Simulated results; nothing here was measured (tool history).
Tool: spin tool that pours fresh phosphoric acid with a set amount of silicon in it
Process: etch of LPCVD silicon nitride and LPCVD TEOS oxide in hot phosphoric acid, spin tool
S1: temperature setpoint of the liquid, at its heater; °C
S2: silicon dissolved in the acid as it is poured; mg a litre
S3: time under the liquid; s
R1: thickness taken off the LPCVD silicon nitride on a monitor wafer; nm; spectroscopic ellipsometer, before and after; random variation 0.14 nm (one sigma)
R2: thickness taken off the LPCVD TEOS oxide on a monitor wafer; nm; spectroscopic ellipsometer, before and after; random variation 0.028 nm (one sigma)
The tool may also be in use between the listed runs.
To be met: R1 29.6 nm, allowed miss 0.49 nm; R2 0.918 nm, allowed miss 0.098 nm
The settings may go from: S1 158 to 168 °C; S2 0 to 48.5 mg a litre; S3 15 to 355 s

run	hour	S1	S2	S3	R1	R2
1	0	163	21.5	180	16.789	0.69441
2	2.9	163	21.5	125	11.713	0.4752
3	9.5	163.5	23.5	140	13.403	0.54524
4	14.6	164	26	150	14.487	0.53969
5	20.1	164.5	27.5	160	15.771	0.54113
6	24	165	28	170	17.092	0.60044
7	30.6	165.5	28.5	180	18.259	0.61827
8	38.3	166	29	190	19.684	0.72515
9	43.4	166	30	195	20.24	0.69333
10	50.1	166	30.5	200	20.861	0.71985
11	54.9	166	31	205	21.302	0.71036
12	55.4	166	31	205	21.205	0.71699
13	61.6	166	31.5	210	21.642	0.72099
14	63	166	32	215	22.243	0.67038
15	71.3	166	32	220	22.714	0.7709
16	72.7	166	32.5	225	23.181	0.73958
17	74.3	166	33	230	23.643	0.7601
18	80.9	168	37.5	265	29.388	0.76595
19	86.9	168	37.5	265	29.264	0.7768
20	94.1	168	37	265	29.327	0.77676

4 next moves are on the table. One of them brings every result within its allowed miss. Which?
A	101.3	164.5	31.5	300	?	?
B	101.3	168	30.5	280	?	?
C	101.3	167	26	275	?	?
D	101.3	166.5	28	290	?	?

move	R1	R2
A	29.551	0.89004
B	30.919	1.1143
C	29.397	1.2059
D	30.5	1.1422
A: meets every target
B: takes the result that was furthest off past its target
C: takes the result that was furthest off past its target
D: takes the result that was furthest off past its target
The right move is A.
